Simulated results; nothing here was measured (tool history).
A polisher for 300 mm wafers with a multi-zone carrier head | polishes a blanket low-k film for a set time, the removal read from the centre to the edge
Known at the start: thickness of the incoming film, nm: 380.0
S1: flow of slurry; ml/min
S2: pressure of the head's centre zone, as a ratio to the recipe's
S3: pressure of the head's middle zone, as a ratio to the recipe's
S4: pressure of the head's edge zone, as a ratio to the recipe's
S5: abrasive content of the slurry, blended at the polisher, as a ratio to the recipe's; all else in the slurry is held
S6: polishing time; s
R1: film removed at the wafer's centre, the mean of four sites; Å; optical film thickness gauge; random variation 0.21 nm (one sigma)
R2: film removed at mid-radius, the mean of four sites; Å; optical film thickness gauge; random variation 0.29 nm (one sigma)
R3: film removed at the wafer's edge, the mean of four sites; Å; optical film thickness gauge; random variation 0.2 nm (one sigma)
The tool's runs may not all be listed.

Run 1, hour 0.0: S1 125 ml/min, S2 1.00, S3 1.00, S4 1.00, S5 1.00, S6 56 s. Result: R1 221.13 Å, R2 221.22 Å, R3 215.55 Å.
Run 2, hour 7.7: S1 125 ml/min, S2 1.00, S3 1.00, S4 1.00, S5 1.00, S6 69 s. Result: R1 274.86 Å, R2 264.26 Å, R3 268.00 Å.
Run 3, hour 12.9: S1 125 ml/min, S2 1.00, S3 0.95, S4 1.00, S5 1.00, S6 69 s. Result: R1 262.55 Å, R2 250.56 Å, R3 273.19 Å.
Run 4, hour 14.5: S1 100 ml/min, S2 1.00, S3 0.95, S4 1.00, S5 1.00, S6 69 s. Result: R1 245.28 Å, R2 240.84 Å, R3 260.12 Å.
Run 5, hour 19.9: S1 100 ml/min, S2 0.99, S3 0.96, S4 0.99, S5 0.95, S6 69 s. Result: R1 239.11 Å, R2 236.87 Å, R3 249.07 Å.
Run 6, hour 24.6: S1 110 ml/min, S2 0.99, S3 0.96, S4 0.99, S5 0.95, S6 69 s. Result: R1 248.53 Å, R2 245.43 Å, R3 253.58 Å.
Run 7, hour 28.4: S1 105 ml/min, S2 0.98, S3 0.95, S4 0.98, S5 0.90, S6 69 s. Result: R1 232.46 Å, R2 229.08 Å, R3 240.11 Å.

Run 8 comes next. What will it give?
Run 8, hour 32.1: S1 100 ml/min, S2 0.96, S3 0.96, S4 0.96, S5 0.90, S6 69 s. Result: R1 ?, R2 ?, R3 ?.

R1: 224.85 Å
R2: 227.03 Å
R3: 238.73 Å
